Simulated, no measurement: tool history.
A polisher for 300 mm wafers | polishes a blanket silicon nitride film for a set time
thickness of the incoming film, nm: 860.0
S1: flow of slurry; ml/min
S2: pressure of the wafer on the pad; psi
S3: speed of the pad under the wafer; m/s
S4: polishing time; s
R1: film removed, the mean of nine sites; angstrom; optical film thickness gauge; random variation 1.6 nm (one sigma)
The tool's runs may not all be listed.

run 1 day=0.000 | S1=165 S2=4.0 S3=1.26 S4=82 | R1=1681.4
run 2 day=0.217 | S1=165 S2=4.0 S3=1.26 S4=82 | R1=1644.3
run 3 day=0.525 | S1=165 S2=4.0 S3=1.56 S4=82 | R1=2045.0
run 4 day=0.612 | S1=165 S2=4.0 S3=1.28 S4=82 | R1=1708.9
run 5 day=0.817 | S1=210 S2=4.0 S3=1.28 S4=82 | R1=1755.6
run 6 day=1.088 | S1=210 S2=3.9 S3=1.28 S4=82 | R1=1705.2
run 7 day=1.342 | S1=210 S2=3.9 S3=1.28 S4=82 | R1=1706.9
run 8 day=1.596 | S1=210 S2=3.8 S3=1.28 S4=82 | R1=1664.1
run 9 day=1.779 | S1=210 S2=3.7 S3=1.28 S4=82 | R1=1595.4
run 10 day=1.962 | S1=210 S2=3.6 S3=1.28 S4=82 | R1=1560.9
run 11 day=2.225 | S1=210 S2=3.6 S3=1.28 S4=82 | R1=1556.4

Forecast run 12:
run 12 day=2.362 | S1=210 S2=3.5 S3=1.28 S4=82 | R1=?

{"run 12": {"R1": 1539.9}}

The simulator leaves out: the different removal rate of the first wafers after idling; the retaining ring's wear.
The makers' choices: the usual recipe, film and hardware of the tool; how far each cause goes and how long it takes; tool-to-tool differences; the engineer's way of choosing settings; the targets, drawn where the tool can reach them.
